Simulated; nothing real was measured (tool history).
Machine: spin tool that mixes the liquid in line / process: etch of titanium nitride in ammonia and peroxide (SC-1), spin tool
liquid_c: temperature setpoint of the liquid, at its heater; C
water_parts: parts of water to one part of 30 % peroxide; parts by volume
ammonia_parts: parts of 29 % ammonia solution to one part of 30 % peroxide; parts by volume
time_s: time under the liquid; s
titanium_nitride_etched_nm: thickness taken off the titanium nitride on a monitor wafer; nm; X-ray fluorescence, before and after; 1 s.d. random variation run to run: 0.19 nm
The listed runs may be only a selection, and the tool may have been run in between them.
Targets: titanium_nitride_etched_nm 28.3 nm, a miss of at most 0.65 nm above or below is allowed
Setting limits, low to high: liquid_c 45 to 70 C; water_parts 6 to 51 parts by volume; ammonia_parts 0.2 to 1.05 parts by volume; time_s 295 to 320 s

Run 1, hour 0: liquid_c 61 C, water_parts 28.5 parts by volume, ammonia_parts 0.55 parts by volume, time_s 295 s. Result: titanium_nitride_etched_nm 15.463 nm.
Run 2, hour 6.5: liquid_c 61 C, water_parts 28.5 parts by volume, ammonia_parts 0.55 parts by volume, time_s 320 s. Result: titanium_nitride_etched_nm 16.544 nm.
Run 3, hour 11.6: liquid_c 61 C, water_parts 24 parts by volume, ammonia_parts 0.55 parts by volume, time_s 320 s. Result: titanium_nitride_etched_nm 18.347 nm.
Run 4, hour 15: liquid_c 63.5 C, water_parts 24 parts by volume, ammonia_parts 0.55 parts by volume, time_s 320 s. Result: titanium_nitride_etched_nm 21.773 nm.
Run 5, hour 22: liquid_c 65 C, water_parts 24 parts by volume, ammonia_parts 0.55 parts by volume, time_s 320 s. Result: titanium_nitride_etched_nm 23.631 nm.
Run 6, hour 27.5: liquid_c 65 C, water_parts 24 parts by volume, ammonia_parts 0.55 parts by volume, time_s 295 s. Result: titanium_nitride_etched_nm 21.761 nm.
Run 7, hour 31.2: liquid_c 66.5 C, water_parts 24 parts by volume, ammonia_parts 0.55 parts by volume, time_s 295 s. Result: titanium_nitride_etched_nm 23.841 nm.
Run 8, hour 38.1: liquid_c 67.5 C, water_parts 24 parts by volume, ammonia_parts 0.55 parts by volume, time_s 295 s. Result: titanium_nitride_etched_nm 25.714 nm.
Run 9, hour 42.5: liquid_c 68 C, water_parts 24 parts by volume, ammonia_parts 0.55 parts by volume, time_s 295 s. Result: titanium_nitride_etched_nm 26.333 nm.

Below are 4 possible settings for the next run. Only one of them brings all results inside the allowed miss of their targets. Which is it?
Run A, hour 46.9: liquid_c 65.5 C, water_parts 21.5 parts by volume, ammonia_parts 0.6 parts by volume, time_s 320 s. Result: titanium_nitride_etched_nm ?.
Run B, hour 46.9: liquid_c 66.5 C, water_parts 20.5 parts by volume, ammonia_parts 0.55 parts by volume, time_s 305 s. Result: titanium_nitride_etched_nm ?.
Run C, hour 46.9: liquid_c 69.5 C, water_parts 27 parts by volume, ammonia_parts 0.5 parts by volume, time_s 315 s. Result: titanium_nitride_etched_nm ?.
Run D, hour 46.9: liquid_c 65 C, water_parts 22.5 parts by volume, ammonia_parts 0.8 parts by volume, time_s 310 s. Result: titanium_nitride_etched_nm ?.

move  titanium_nitride_etched_nm
   A                      26.363
   B                      27.051
   C                      28.347
   D                      25.422
A: about the same distance from the targets as the last run
B: moves toward the targets from the last run without getting all of them in spec
C: all results in spec
D: moves away from the targets compared with the last run
Go with C: it meets all targets.

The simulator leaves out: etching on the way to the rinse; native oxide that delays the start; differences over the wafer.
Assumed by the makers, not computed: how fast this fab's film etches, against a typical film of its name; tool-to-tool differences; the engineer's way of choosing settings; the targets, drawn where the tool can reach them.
